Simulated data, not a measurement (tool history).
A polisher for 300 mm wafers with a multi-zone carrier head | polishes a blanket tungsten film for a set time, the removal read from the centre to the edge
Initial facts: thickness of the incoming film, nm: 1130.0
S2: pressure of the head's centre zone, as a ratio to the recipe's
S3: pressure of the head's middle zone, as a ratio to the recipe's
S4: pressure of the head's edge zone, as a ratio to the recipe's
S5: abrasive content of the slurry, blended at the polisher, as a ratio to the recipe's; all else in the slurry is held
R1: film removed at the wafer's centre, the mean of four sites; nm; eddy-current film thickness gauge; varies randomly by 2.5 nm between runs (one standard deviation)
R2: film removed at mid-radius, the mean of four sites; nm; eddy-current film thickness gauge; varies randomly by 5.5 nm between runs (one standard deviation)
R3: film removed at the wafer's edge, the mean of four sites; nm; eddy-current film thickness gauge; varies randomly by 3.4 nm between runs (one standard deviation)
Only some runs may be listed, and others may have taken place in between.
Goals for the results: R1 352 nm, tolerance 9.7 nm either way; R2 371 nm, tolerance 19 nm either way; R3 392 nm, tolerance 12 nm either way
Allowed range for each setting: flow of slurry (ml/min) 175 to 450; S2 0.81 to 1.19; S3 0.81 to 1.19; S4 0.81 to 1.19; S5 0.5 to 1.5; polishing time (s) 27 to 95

Run 1, day 0: flow of slurry (ml/min) 290, S2 1, S3 1, S4 1, S5 1, polishing time (s) 61. Result: R1 293.08 nm, R2 300.5 nm, R3 297.75 nm.
Run 2, day 0.079: flow of slurry (ml/min) 240, S2 1, S3 1, S4 1, S5 1, polishing time (s) 61. Result: R1 286.09 nm, R2 285.84 nm, R3 288.18 nm.
Run 3, day 0.358: flow of slurry (ml/min) 260, S2 1, S3 1, S4 1.03, S5 1.05, polishing time (s) 61. Result: R1 291.6 nm, R2 298.73 nm, R3 299.32 nm.
Run 4, day 0.533: flow of slurry (ml/min) 260, S2 1, S3 1, S4 1.03, S5 1.25, polishing time (s) 61. Result: R1 302.07 nm, R2 307.21 nm, R3 311 nm.
Run 5, day 0.6: flow of slurry (ml/min) 260, S2 1, S3 1, S4 0.96, S5 1.25, polishing time (s) 61. Result: R1 303.04 nm, R2 311.77 nm, R3 298.18 nm.
Run 6, day 0.821: flow of slurry (ml/min) 260, S2 1, S3 1, S4 0.96, S5 1.25, polishing time (s) 67. Result: R1 331.26 nm, R2 333.26 nm, R3 328.4 nm.
Run 7, day 1.075: flow of slurry (ml/min) 275, S2 1, S3 1, S4 0.99, S5 1.25, polishing time (s) 67. Result: R1 337.73 nm, R2 336.89 nm, R3 333.23 nm.
At day 1.412: slurry nozzle cleaned.
Run 8, day 1.412: flow of slurry (ml/min) 285, S2 0.99, S3 1, S4 1.02, S5 1.3, polishing time (s) 67. Result: R1 352.35 nm, R2 356.02 nm, R3 347.51 nm.
Run 9, day 1.508: flow of slurry (ml/min) 285, S2 0.97, S3 0.99, S4 1.05, S5 1.3, polishing time (s) 67. Result: R1 344.55 nm, R2 346.69 nm, R3 363.74 nm.
Run 10, day 1.679: flow of slurry (ml/min) 290, S2 0.96, S3 0.99, S4 1.06, S5 1.3, polishing time (s) 67. Result: R1 343.62 nm, R2 348.31 nm, R3 353.62 nm.
Run 11, day 1.979: flow of slurry (ml/min) 290, S2 0.95, S3 0.99, S4 1.08, S5 1.3, polishing time (s) 67. Result: R1 338.1 nm, R2 357.15 nm, R3 368.72 nm.
Run 12, day 2.067: flow of slurry (ml/min) 295, S2 0.95, S3 0.99, S4 1.09, S5 1.3, polishing time (s) 67. Result: R1 340.43 nm, R2 345.48 nm, R3 363.55 nm.

Pick the move, out of 4, that brings all results within their allowed miss; only one does.
Run A, day 2.154: flow of slurry (ml/min) 325, S2 0.92, S3 1.12, S4 1.02, S5 1.3, polishing time (s) 66. Result: R1 ?, R2 ?, R3 ?.
Run B, day 2.154: flow of slurry (ml/min) 295, S2 0.92, S3 0.98, S4 1.1, S5 1.05, polishing time (s) 74. Result: R1 ?, R2 ?, R3 ?.
Run C, day 2.154: flow of slurry (ml/min) 325, S2 0.91, S3 1.07, S4 0.97, S5 1.25, polishing time (s) 65. Result: R1 ?, R2 ?, R3 ?.
Run D, day 2.154: flow of slurry (ml/min) 340, S2 1.09, S3 1, S4 0.94, S5 1.3, polishing time (s) 62. Result: R1 ?, R2 ?, R3 ?.

move      R1      R2      R3
   A  326.18  378.47  350.57
   B   345.7  358.77  388.17
   C  315.23  355.54  334.44
   D  360.78  323.97  318.26
A: its largest miss is bigger than the last run's
B: all results land within tolerance of their targets
C: its largest miss is bigger than the last run's
D: its largest miss is bigger than the last run's
Answer: B
